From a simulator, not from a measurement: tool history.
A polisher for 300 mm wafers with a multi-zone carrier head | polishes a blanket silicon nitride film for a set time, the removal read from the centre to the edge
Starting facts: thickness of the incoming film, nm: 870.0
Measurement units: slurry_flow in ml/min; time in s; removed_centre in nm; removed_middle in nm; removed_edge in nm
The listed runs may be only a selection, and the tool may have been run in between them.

{"run": 1, "day": 0.0, "slurry_flow": 170, "centre_zone": 1, "middle_zone": 1, "edge_zone": 1, "time": 46, "removed_centre": 131.98, "removed_middle": 135.42, "removed_edge": 132.66}
{"run": 2, "day": 0.054, "slurry_flow": 170, "centre_zone": 1.08, "middle_zone": 1, "edge_zone": 1, "time": 46, "removed_centre": 137.54, "removed_middle": 136.65, "removed_edge": 133.77}
{"run": 3, "day": 0.296, "slurry_flow": 170, "centre_zone": 1.08, "middle_zone": 1, "edge_zone": 1, "time": 57, "removed_centre": 177.8, "removed_middle": 165.3, "removed_edge": 164.8}
{"run": 4, "day": 0.483, "slurry_flow": 170, "centre_zone": 1.08, "middle_zone": 1, "edge_zone": 1.04, "time": 57, "removed_centre": 173.19, "removed_middle": 164.93, "removed_edge": 169.59}
{"run": 5, "day": 0.583, "slurry_flow": 170, "centre_zone": 1.08, "middle_zone": 1, "edge_zone": 1, "time": 57, "removed_centre": 174.28, "removed_middle": 166.57, "removed_edge": 163.55}
{"run": 6, "day": 0.704, "slurry_flow": 170, "centre_zone": 1.08, "middle_zone": 1.07, "edge_zone": 1, "time": 57, "removed_centre": 172.2, "removed_middle": 174.18, "removed_edge": 162.77}

The next listed run, before its measurement:
{"run": 7, "day": 0.825, "slurry_flow": 165, "centre_zone": 1.09, "middle_zone": 1.02, "edge_zone": 1.03, "time": 57, "removed_centre": "?", "removed_middle": "?", "removed_edge": "?"}

removed_centre: 172.64 nm
removed_middle: 167.26 nm
removed_edge: 170.83 nm
